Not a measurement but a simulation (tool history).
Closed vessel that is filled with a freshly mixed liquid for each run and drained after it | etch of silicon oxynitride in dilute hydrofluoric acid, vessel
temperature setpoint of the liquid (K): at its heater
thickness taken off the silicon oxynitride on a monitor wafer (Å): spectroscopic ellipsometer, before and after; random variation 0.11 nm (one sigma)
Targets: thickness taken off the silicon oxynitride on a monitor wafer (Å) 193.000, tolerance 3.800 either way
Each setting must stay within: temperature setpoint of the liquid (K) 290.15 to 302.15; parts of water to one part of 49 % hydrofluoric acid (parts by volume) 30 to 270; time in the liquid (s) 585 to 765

run,hour,temperature setpoint of the liquid (K),parts of water to one part of 49 % hydrofluoric acid (parts by volume),time in the liquid (s),thickness taken off the silicon oxynitride on a monitor wafer (Å)
1,0.0,294.15,150,765,79.978
2,7.0,294.15,120,765,101.210
3,13.4,294.15,120,765,101.710
4,18.6,294.15,120,585,78.157
5,23.1,297.15,120,585,90.144
6,24.6,297.15,120,585,89.423
7,26.7,297.65,110,590,102.750
8,28.3,298.15,105,590,109.240
9,35.5,298.65,100,590,117.580
10,43.3,302.15,50,595,292.850
11,50.2,301.65,50,595,287.960
12,55.0,301.15,50,595,281.610
13,63.3,300.15,50,595,270.110
14,71.4,299.15,50,595,257.130
15,78.2,298.65,50,595,246.340
16,82.7,298.15,50,595,244.730
17,89.8,297.65,50,595,238.440
18,92.5,297.15,50,595,231.700
19,95.8,296.65,50,595,226.110
20,103.8,296.15,50,595,218.970
21,111.2,295.65,50,595,214.770
22,118.1,294.15,50,595,201.850

Exactly one of the 4 candidate moves below puts every result within its allowed miss. Which one?
A,125.0,294.65,55,655,?
B,125.0,295.15,65,690,?
C,125.0,295.65,65,735,?
D,125.0,292.65,55,680,?

move,thickness taken off the silicon oxynitride on a monitor wafer (Å)
A,202.960
B,184.010
C,200.870
D,190.670
A: moves away from the targets compared with the last run
B: pushes the last run's worst result past its target
C: an improvement on the last run, though not all results are within tolerance
D: every result lands within tolerance
The right move is D.
